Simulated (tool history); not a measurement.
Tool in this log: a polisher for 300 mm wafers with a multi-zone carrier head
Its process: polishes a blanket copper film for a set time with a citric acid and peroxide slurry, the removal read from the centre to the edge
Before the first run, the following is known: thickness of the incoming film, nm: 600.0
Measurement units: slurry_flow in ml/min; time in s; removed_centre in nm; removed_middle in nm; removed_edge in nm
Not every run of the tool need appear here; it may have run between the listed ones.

{"run": 1, "hour": 0.0, "slurry_flow": 170, "centre_zone": 1.0, "middle_zone": 1.0, "edge_zone": 1.0, "slurry_solids": 1.0, "time": 41, "removed_centre": 119.32, "removed_middle": 116.9, "removed_edge": 117.28}
{"run": 2, "hour": 8.7, "slurry_flow": 170, "centre_zone": 1.0, "middle_zone": 1.0, "edge_zone": 1.0, "slurry_solids": 1.0, "time": 32, "removed_centre": 91.54, "removed_middle": 90.126, "removed_edge": 91.89}
{"run": 3, "hour": 16.9, "slurry_flow": 170, "centre_zone": 1.0, "middle_zone": 1.0, "edge_zone": 1.0, "slurry_solids": 1.0, "time": 41, "removed_centre": 118.99, "removed_middle": 114.12, "removed_edge": 117.6}
{"run": 4, "hour": 18.9, "slurry_flow": 170, "centre_zone": 1.0, "middle_zone": 0.95, "edge_zone": 1.0, "slurry_solids": 1.0, "time": 41, "removed_centre": 119.34, "removed_middle": 111.03, "removed_edge": 117.14}
{"hour": 27.8, "done": "edge zone pressure recalibrated"}
{"run": 5, "hour": 27.8, "slurry_flow": 165, "centre_zone": 0.99, "middle_zone": 0.95, "edge_zone": 0.96, "slurry_solids": 0.85, "time": 39, "removed_centre": 105.83, "removed_middle": 100.34, "removed_edge": 108.67}
{"run": 6, "hour": 35.9, "slurry_flow": 170, "centre_zone": 1.01, "middle_zone": 0.99, "edge_zone": 0.95, "slurry_solids": 0.8, "time": 36, "removed_centre": 102.24, "removed_middle": 94.111, "removed_edge": 98.167}

Forecast run 7:
{"run": 7, "hour": 38.8, "slurry_flow": 170, "centre_zone": 1.0, "middle_zone": 1.02, "edge_zone": 0.93, "slurry_solids": 0.75, "time": 34, "removed_centre": "?", "removed_middle": "?", "removed_edge": "?"}

removed_centre: 94.103 nm
removed_middle: 90.420 nm
removed_edge: 89.367 nm
